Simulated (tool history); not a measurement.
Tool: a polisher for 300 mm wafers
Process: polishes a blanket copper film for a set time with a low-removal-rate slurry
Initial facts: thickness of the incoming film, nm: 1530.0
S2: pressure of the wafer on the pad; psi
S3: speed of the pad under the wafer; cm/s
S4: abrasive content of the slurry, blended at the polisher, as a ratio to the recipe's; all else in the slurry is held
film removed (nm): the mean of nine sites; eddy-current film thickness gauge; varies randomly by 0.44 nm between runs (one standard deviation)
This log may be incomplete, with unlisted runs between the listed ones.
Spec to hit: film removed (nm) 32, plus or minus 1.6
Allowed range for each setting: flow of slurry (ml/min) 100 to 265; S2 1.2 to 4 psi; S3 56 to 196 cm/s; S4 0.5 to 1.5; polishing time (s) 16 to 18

run 1 day=0 | flow_of_slurry_(ml/min)=170 S2=2.6 S3=126 S4=1 polishing_time_(s)=18 | film_removed_(nm)=69.467
run 2 day=0.05 | flow_of_slurry_(ml/min)=170 S2=2.6 S3=126 S4=1.1 polishing_time_(s)=18 | film_removed_(nm)=68.268
run 3 day=0.238 | flow_of_slurry_(ml/min)=170 S2=2.6 S3=126 S4=1.1 polishing_time_(s)=16 | film_removed_(nm)=62.099
run 4 day=0.492 | flow_of_slurry_(ml/min)=170 S2=2.2 S3=122 S4=1.1 polishing_time_(s)=16 | film_removed_(nm)=50.487
run 5 day=0.804 | flow_of_slurry_(ml/min)=170 S2=2 S3=122 S4=1.1 polishing_time_(s)=16 | film_removed_(nm)=47.553
run 6 day=0.967 | flow_of_slurry_(ml/min)=170 S2=2 S3=98 S4=1.1 polishing_time_(s)=16 | film_removed_(nm)=38.405
run 7 day=1.292 | flow_of_slurry_(ml/min)=170 S2=1.9 S3=98 S4=1.1 polishing_time_(s)=16 | film_removed_(nm)=36.254
run 8 day=1.433 | flow_of_slurry_(ml/min)=170 S2=1.8 S3=98 S4=1.1 polishing_time_(s)=16 | film_removed_(nm)=34.616
run 9 day=1.733 | flow_of_slurry_(ml/min)=170 S2=1.8 S3=98 S4=1.1 polishing_time_(s)=16 | film_removed_(nm)=35.051
run 10 day=1.996 | flow_of_slurry_(ml/min)=170 S2=1.8 S3=98 S4=1.1 polishing_time_(s)=16 | film_removed_(nm)=35.268

5 next moves are on the table. One of them brings every result within its allowed miss. Which?
run A day=2.258 | flow_of_slurry_(ml/min)=165 S2=1.8 S3=80 S4=1.1 polishing_time_(s)=18 | film_removed_(nm)=?
run B day=2.258 | flow_of_slurry_(ml/min)=245 S2=1.7 S3=84 S4=1.5 polishing_time_(s)=18 | film_removed_(nm)=?
run C day=2.258 | flow_of_slurry_(ml/min)=155 S2=2 S3=100 S4=0.7 polishing_time_(s)=18 | film_removed_(nm)=?
run D day=2.258 | flow_of_slurry_(ml/min)=185 S2=1.9 S3=106 S4=1.05 polishing_time_(s)=16 | film_removed_(nm)=?
run E day=2.258 | flow_of_slurry_(ml/min)=190 S2=2.3 S3=90 S4=1.3 polishing_time_(s)=16 | film_removed_(nm)=?

move=A film_removed_(nm)=31.65
move=B film_removed_(nm)=35.529
move=C film_removed_(nm)=39.067
move=D film_removed_(nm)=39.028
move=E film_removed_(nm)=41.448
A: each result inside its tolerance
B: the biggest miss grows against the last run
C: the biggest miss grows against the last run
D: the biggest miss grows against the last run
E: the biggest miss grows against the last run
A meets every target.
